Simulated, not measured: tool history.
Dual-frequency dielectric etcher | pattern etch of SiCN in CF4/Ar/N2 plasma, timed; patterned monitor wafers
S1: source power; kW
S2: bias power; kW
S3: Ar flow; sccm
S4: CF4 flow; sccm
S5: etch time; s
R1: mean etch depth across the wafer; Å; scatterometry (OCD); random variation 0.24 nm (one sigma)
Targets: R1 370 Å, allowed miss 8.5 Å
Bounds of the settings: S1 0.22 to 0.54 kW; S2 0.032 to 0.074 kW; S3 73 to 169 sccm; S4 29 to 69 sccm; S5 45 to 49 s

Run 1, hour 0: S1 0.38 kW, S2 0.053 kW, S3 121 sccm, S4 49 sccm, S5 49 s. Result: R1 317.68 Å.
Run 2, hour 0.8: S1 0.4 kW, S2 0.053 kW, S3 121 sccm, S4 49 sccm, S5 49 s. Result: R1 333.93 Å.
Run 3, hour 4.6: S1 0.4 kW, S2 0.053 kW, S3 121 sccm, S4 49 sccm, S5 49 s. Result: R1 334.16 Å.
Run 4, hour 12.7: S1 0.41 kW, S2 0.053 kW, S3 121 sccm, S4 49 sccm, S5 49 s. Result: R1 339.23 Å.
Run 5, hour 15.8: S1 0.42 kW, S2 0.053 kW, S3 121 sccm, S4 49 sccm, S5 49 s. Result: R1 344.99 Å.
Run 6, hour 22.1: S1 0.42 kW, S2 0.047 kW, S3 121 sccm, S4 49 sccm, S5 49 s. Result: R1 328.95 Å.
At hour 29.8: wet clean of the chamber.
Run 7, hour 29.8: S1 0.44 kW, S2 0.047 kW, S3 121 sccm, S4 49 sccm, S5 49 s. Result: R1 326.57 Å.
Run 8, hour 33: S1 0.52 kW, S2 0.051 kW, S3 118 sccm, S4 49 sccm, S5 49 s. Result: R1 390.44 Å.
Run 9, hour 35: S1 0.51 kW, S2 0.051 kW, S3 118 sccm, S4 49 sccm, S5 49 s. Result: R1 376.73 Å.

Which of these 4 next moves meets every target?
Run A, hour 37: S1 0.52 kW, S2 0.049 kW, S3 114 sccm, S4 52 sccm, S5 49 s. Result: R1 ?.
Run B, hour 37: S1 0.53 kW, S2 0.059 kW, S3 101 sccm, S4 39 sccm, S5 47 s. Result: R1 ?.
Run C, hour 37: S1 0.53 kW, S2 0.057 kW, S3 115 sccm, S4 49 sccm, S5 47 s. Result: R1 ?.
Run D, hour 37: S1 0.54 kW, S2 0.048 kW, S3 121 sccm, S4 53 sccm, S5 46 s. Result: R1 ?.

move      R1
   A  386.98
   B  382.27
   C  395.92
   D  369.34
A: further off than the last run
B: further off than the last run
C: further off than the last run
D: meets every target
Answer: D
